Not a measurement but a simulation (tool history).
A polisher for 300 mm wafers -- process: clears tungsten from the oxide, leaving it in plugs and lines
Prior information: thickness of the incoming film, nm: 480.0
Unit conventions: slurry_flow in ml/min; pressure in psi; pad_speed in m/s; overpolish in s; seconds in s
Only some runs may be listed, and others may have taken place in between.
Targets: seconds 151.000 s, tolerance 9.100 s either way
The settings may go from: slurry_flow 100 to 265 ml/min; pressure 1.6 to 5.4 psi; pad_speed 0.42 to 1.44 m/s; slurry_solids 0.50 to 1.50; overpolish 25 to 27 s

run 1 hour=0.0 | slurry_flow=170 pressure=3.5 pad_speed=0.92 slurry_solids=1.00 overpolish=25 | seconds=111.820
run 2 hour=6.7 | slurry_flow=170 pressure=4.3 pad_speed=0.92 slurry_solids=1.00 overpolish=25 | seconds=90.331
run 3 hour=8.6 | slurry_flow=170 pressure=4.8 pad_speed=0.92 slurry_solids=1.00 overpolish=25 | seconds=81.893
run 4 hour=16.0 | slurry_flow=170 pressure=4.6 pad_speed=0.92 slurry_solids=1.00 overpolish=25 | seconds=84.282
run 5 hour=24.9 | slurry_flow=170 pressure=4.6 pad_speed=1.04 slurry_solids=1.00 overpolish=25 | seconds=75.398
run 6 hour=25.5 | slurry_flow=170 pressure=4.6 pad_speed=1.04 slurry_solids=0.85 overpolish=25 | seconds=77.664
run 7 hour=29.4 | slurry_flow=170 pressure=4.4 pad_speed=1.02 slurry_solids=0.85 overpolish=25 | seconds=82.351
run 8 hour=36.7 | slurry_flow=170 pressure=4.2 pad_speed=1.02 slurry_solids=0.85 overpolish=25 | seconds=86.306
run 9 hour=40.2 | slurry_flow=170 pressure=4.0 pad_speed=1.02 slurry_solids=0.85 overpolish=25 | seconds=90.377
run 10 hour=45.4 | slurry_flow=170 pressure=3.8 pad_speed=1.02 slurry_solids=0.85 overpolish=25 | seconds=96.410
run 11 hour=51.1 | slurry_flow=170 pressure=3.7 pad_speed=1.02 slurry_solids=0.85 overpolish=25 | seconds=98.937
run 12 hour=56.0 | slurry_flow=170 pressure=3.6 pad_speed=1.02 slurry_solids=0.85 overpolish=25 | seconds=103.930
run 13 hour=61.1 | slurry_flow=170 pressure=3.5 pad_speed=1.02 slurry_solids=0.85 overpolish=25 | seconds=105.400
run 14 hour=69.8 | slurry_flow=170 pressure=3.4 pad_speed=1.02 slurry_solids=0.85 overpolish=25 | seconds=106.250
run 15 hour=75.5 | slurry_flow=170 pressure=3.3 pad_speed=1.02 slurry_solids=0.85 overpolish=25 | seconds=111.260
run 16 hour=83.6 | slurry_flow=170 pressure=3.2 pad_speed=1.02 slurry_solids=0.85 overpolish=25 | seconds=110.840
run 17 hour=89.2 | slurry_flow=170 pressure=3.1 pad_speed=1.02 slurry_solids=0.85 overpolish=25 | seconds=116.970
run 18 hour=98.1 | slurry_flow=170 pressure=3.0 pad_speed=1.02 slurry_solids=0.85 overpolish=25 | seconds=124.440

Which of these 5 next moves meets every target?
run A hour=107.0 | slurry_flow=115 pressure=3.0 pad_speed=1.06 slurry_solids=0.85 overpolish=26 | seconds=?
run B hour=107.0 | slurry_flow=190 pressure=3.4 pad_speed=1.20 slurry_solids=0.75 overpolish=25 | seconds=?
run C hour=107.0 | slurry_flow=145 pressure=3.1 pad_speed=0.96 slurry_solids=0.90 overpolish=27 | seconds=?
run D hour=107.0 | slurry_flow=180 pressure=2.5 pad_speed=1.12 slurry_solids=0.80 overpolish=25 | seconds=?
run E hour=107.0 | slurry_flow=175 pressure=2.9 pad_speed=0.84 slurry_solids=0.85 overpolish=27 | seconds=?

move=A seconds=124.480
move=B seconds=90.639
move=C seconds=124.280
move=D seconds=129.740
move=E seconds=147.540
A: about the same distance from the targets as the last run
B: further off than the last run
C: about the same distance from the targets as the last run
D: gains on the last run, yet a result remains outside its allowed miss
E: each result inside its tolerance
Correct choice: E, which meets every target

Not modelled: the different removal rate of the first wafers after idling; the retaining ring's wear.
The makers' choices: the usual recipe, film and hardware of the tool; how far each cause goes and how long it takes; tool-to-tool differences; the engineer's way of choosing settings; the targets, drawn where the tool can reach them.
